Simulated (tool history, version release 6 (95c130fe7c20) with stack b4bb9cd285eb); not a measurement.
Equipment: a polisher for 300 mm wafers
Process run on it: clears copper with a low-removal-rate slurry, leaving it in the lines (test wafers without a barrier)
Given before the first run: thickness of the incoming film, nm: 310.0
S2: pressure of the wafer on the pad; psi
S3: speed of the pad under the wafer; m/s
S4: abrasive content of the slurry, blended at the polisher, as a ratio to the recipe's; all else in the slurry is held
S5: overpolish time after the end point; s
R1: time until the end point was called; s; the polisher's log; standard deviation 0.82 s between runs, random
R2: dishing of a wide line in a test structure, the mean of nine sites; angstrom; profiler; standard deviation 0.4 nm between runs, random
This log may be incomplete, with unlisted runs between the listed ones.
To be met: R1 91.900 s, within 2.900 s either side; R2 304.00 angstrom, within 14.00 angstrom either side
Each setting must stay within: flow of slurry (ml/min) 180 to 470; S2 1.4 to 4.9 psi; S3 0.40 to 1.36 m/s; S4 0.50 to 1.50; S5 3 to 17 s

Run 1, hour 0.0: flow of slurry (ml/min) 300, S2 3.1 psi, S3 0.88 m/s, S4 1.00, S5 9 s. Result: R1 124.520 s, R2 159.34 angstrom.
Run 2, hour 4.8: flow of slurry (ml/min) 300, S2 3.3 psi, S3 0.88 m/s, S4 1.00, S5 10 s. Result: R1 116.190 s, R2 190.17 angstrom.
Run 3, hour 9.7: flow of slurry (ml/min) 300, S2 3.5 psi, S3 0.88 m/s, S4 1.00, S5 11 s. Result: R1 109.990 s, R2 211.25 angstrom.
Run 4, hour 15.6: flow of slurry (ml/min) 300, S2 3.6 psi, S3 0.88 m/s, S4 1.00, S5 12 s. Result: R1 106.260 s, R2 237.58 angstrom.
Run 5, hour 21.6: flow of slurry (ml/min) 370, S2 3.6 psi, S3 0.88 m/s, S4 1.00, S5 12 s. Result: R1 104.110 s, R2 238.99 angstrom.
Run 6, hour 24.7: flow of slurry (ml/min) 370, S2 3.6 psi, S3 0.88 m/s, S4 0.85, S5 12 s. Result: R1 108.060 s, R2 228.32 angstrom.
Run 7, hour 25.6: flow of slurry (ml/min) 370, S2 3.6 psi, S3 0.88 m/s, S4 0.85, S5 12 s. Result: R1 107.420 s, R2 234.39 angstrom.
Run 8, hour 27.0: flow of slurry (ml/min) 370, S2 3.7 psi, S3 0.88 m/s, S4 0.85, S5 12 s. Result: R1 105.320 s, R2 239.49 angstrom.
Run 9, hour 28.9: flow of slurry (ml/min) 370, S2 3.8 psi, S3 0.88 m/s, S4 0.85, S5 12 s. Result: R1 102.500 s, R2 247.70 angstrom.
Run 10, hour 31.0: flow of slurry (ml/min) 370, S2 3.9 psi, S3 0.88 m/s, S4 0.85, S5 12 s. Result: R1 100.900 s, R2 248.13 angstrom.
Run 11, hour 32.7: flow of slurry (ml/min) 370, S2 4.0 psi, S3 0.88 m/s, S4 0.85, S5 12 s. Result: R1 97.166 s, R2 258.60 angstrom.
Run 12, hour 34.4: flow of slurry (ml/min) 370, S2 4.1 psi, S3 0.88 m/s, S4 0.85, S5 12 s. Result: R1 95.685 s, R2 257.80 angstrom.

Consider the 4 candidate settings below. Which is the only one whose results all fall within their allowed miss of target?
Run A, hour 36.1: flow of slurry (ml/min) 395, S2 3.9 psi, S3 0.96 m/s, S4 0.80, S5 14 s. Result: R1 ?, R2 ?.
Run B, hour 36.1: flow of slurry (ml/min) 365, S2 3.9 psi, S3 1.04 m/s, S4 0.95, S5 13 s. Result: R1 ?, R2 ?.
Run C, hour 36.1: flow of slurry (ml/min) 460, S2 3.7 psi, S3 0.96 m/s, S4 0.70, S5 15 s. Result: R1 ?, R2 ?.
Run D, hour 36.1: flow of slurry (ml/min) 375, S2 4.6 psi, S3 0.92 m/s, S4 0.70, S5 13 s. Result: R1 ?, R2 ?.

move      R1      R2
   A  92.431  302.34
   B  83.585  308.80
   C  98.403  303.40
   D  83.998  309.04
A: meets every target
B: puts the biggest miss on target and leaves a different result outside tolerance
C: puts the biggest miss on target and leaves a different result outside tolerance
D: puts the biggest miss on target and leaves a different result outside tolerance
A is the move that brings every result within its allowed miss.

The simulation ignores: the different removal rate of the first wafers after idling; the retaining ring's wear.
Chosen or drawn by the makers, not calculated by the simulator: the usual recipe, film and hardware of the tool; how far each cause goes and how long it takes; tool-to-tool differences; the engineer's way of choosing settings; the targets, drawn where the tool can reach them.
